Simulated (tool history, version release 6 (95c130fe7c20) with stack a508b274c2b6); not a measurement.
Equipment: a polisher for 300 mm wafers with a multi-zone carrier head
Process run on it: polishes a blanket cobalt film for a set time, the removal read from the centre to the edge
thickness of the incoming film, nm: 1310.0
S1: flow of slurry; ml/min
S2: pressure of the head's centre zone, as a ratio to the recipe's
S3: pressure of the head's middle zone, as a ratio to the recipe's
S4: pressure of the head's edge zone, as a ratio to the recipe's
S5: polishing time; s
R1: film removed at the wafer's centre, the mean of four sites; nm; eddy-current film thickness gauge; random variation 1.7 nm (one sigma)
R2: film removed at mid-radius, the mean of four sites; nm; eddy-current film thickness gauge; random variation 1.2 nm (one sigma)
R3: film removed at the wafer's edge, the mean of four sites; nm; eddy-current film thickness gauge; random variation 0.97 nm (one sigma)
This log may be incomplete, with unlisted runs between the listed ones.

run 1 hour=0.0 | S1=155 S2=1.00 S3=1.00 S4=1.00 S5=34 | R1=169.63 R2=163.980 R3=163.38
run 2 hour=5.5 | S1=155 S2=1.00 S3=1.00 S4=1.00 S5=39 | R1=193.17 R2=193.980 R3=184.25
run 3 hour=11.1 | S1=135 S2=1.00 S3=1.00 S4=1.00 S5=39 | R1=189.73 R2=184.440 R3=184.81
run 4 hour=19.6 | S1=140 S2=1.00 S3=0.98 S4=0.97 S5=35 | R1=170.40 R2=162.490 R3=164.13
run 5 hour=25.8 | S1=145 S2=1.01 S3=0.97 S4=0.95 S5=32 | R1=156.32 R2=151.790 R3=148.54
run 6 hour=30.7 | S1=140 S2=1.03 S3=0.94 S4=0.94 S5=30 | R1=147.28 R2=135.700 R3=138.39
run 7 hour=33.0 | S1=135 S2=1.04 S3=0.92 S4=0.92 S5=29 | R1=144.99 R2=128.810 R3=130.65
run 8 hour=38.1 | S1=130 S2=1.03 S3=0.90 S4=0.90 S5=28 | R1=138.13 R2=118.400 R3=124.48
run 9 hour=40.0 | S1=125 S2=1.02 S3=0.89 S4=0.88 S5=28 | R1=134.28 R2=118.800 R3=122.69
run 10 hour=46.8 | S1=110 S2=1.04 S3=0.82 S4=0.85 S5=25 | R1=116.38 R2=95.619 R3=105.64
run 11 hour=52.0 | S1=115 S2=1.04 S3=0.83 S4=0.85 S5=25 | R1=117.13 R2=96.657 R3=106.54

Run 12, settings as shown, results not yet in. Your forecast:
run 12 hour=57.4 | S1=120 S2=1.04 S3=0.84 S4=0.85 S5=25 | R1=? R2=? R3=?

R1: 117.78 nm
R2: 98.686 nm
R3: 106.54 nm

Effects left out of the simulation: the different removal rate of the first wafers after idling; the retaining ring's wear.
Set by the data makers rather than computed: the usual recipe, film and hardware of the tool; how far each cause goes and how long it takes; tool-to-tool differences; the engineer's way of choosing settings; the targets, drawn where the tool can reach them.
